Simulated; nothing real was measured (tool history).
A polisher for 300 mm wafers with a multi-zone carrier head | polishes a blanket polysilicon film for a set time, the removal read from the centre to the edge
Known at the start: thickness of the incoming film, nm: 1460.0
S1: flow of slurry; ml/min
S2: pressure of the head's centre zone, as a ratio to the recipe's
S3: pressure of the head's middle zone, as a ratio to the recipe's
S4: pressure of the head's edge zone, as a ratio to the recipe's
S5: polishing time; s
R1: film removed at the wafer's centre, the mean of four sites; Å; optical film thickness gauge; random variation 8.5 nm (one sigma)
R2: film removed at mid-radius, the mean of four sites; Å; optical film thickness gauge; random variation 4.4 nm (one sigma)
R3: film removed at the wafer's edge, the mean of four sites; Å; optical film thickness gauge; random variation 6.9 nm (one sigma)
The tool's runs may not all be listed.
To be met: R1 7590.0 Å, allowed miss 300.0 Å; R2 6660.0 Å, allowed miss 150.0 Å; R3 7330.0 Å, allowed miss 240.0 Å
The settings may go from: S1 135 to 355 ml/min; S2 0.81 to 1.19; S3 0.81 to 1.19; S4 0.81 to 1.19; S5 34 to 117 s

run  hour   S1    S2    S3    S4   S5      R1      R2      R3
  1   0.0  225  1.00  1.00  1.00   75  4734.2  5275.0  5232.2
  2   4.6  240  1.04  0.99  1.03   79  5184.3  5503.7  5568.4
  3  11.2  240  1.08  0.99  1.03   79  5448.3  5457.0  5622.6
  4  13.8  240  1.08  0.99  1.03   97  6742.1  6760.7  7026.6
  5  18.7  245  1.10  0.98  1.04   97  6804.4  6725.3  6898.4
  6  21.0  245  1.12  0.97  1.06   98  6931.9  6661.1  7031.6
  7  28.4  250  1.13  0.96  1.07   99  7090.9  6757.8  7137.1
  8  30.3  250  1.13  0.96  1.07   99  7117.0  6764.9  7029.7
     33.1  -- centre zone pressure recalibrated
  9  33.1  235  1.14  0.95  1.07  100  8053.1  6686.8  7239.2

Which of these 4 next moves meets every target?
  A  35.9  250  1.09  0.96  1.01   98   ?   ?   ?
  B  35.9  200  1.10  0.97  1.15   99   ?   ?   ?
  C  35.9  240  1.05  0.89  1.16  104   ?   ?   ?
  D  35.9  275  1.17  1.04  1.00   96   ?   ?   ?

move      R1      R2      R3
   A  7678.9  6741.1  6852.9
   B  7624.1  6706.3  7257.1
   C  7808.2  6688.8  7779.3
   D  8165.4  7127.1  6719.8
A: brings the result that was furthest off to its target, and leaves another outside
B: meets every target
C: brings the result that was furthest off to its target, and leaves another outside
D: further off than the last run
The right move is B.

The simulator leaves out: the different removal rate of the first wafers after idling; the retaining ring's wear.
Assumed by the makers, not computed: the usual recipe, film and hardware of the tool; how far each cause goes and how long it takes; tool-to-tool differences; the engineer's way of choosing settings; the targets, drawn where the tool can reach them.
